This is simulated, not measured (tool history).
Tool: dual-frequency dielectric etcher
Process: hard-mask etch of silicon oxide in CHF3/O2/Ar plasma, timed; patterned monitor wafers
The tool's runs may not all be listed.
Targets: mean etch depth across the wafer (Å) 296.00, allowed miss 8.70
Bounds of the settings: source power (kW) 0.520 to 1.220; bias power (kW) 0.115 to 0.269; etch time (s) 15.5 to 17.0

run  hour  source power (kW)  bias power (kW)  etch time (s)  mean etch depth across the wafer (Å)
  1   0.0              0.870            0.192           17.0                                380.92
  2   5.9              0.830            0.184           17.0                                362.50
  3  14.6              0.920            0.184           17.0                                390.19
  4  22.7              0.920            0.184           15.5                                353.18
  5  31.2              0.920            0.197           15.5                                359.35
  6  37.6              0.870            0.193           15.5                                343.55
  7  41.6              0.840            0.192           15.5                                340.79
  8  48.3              0.810            0.190           15.5                                327.96
  9  51.7              0.790            0.189           15.5                                321.61
 10  56.4              0.780            0.188           15.5                                322.71
 11  65.1              0.760            0.187           15.5                                317.81
 12  72.1              0.750            0.186           15.5                                310.22
 13  73.5              0.740            0.186           15.5                                310.59
 14  75.0              0.730            0.186           15.5                                307.78

Which of these 4 next moves meets every target?
  A  76.5              0.710            0.157           16.0                                     ?
  B  76.5              0.690            0.179           16.5                                     ?
  C  76.5              0.720            0.169           17.0                                     ?
  D  76.5              0.630            0.183           15.5                                     ?

move  mean etch depth across the wafer (Å)
   A                                303.17
   B                                315.24
   C                                330.36
   D                                278.39
A: meets every target
B: further off than the last run
C: further off than the last run
D: takes the result that was furthest off past its target
The right move is A.
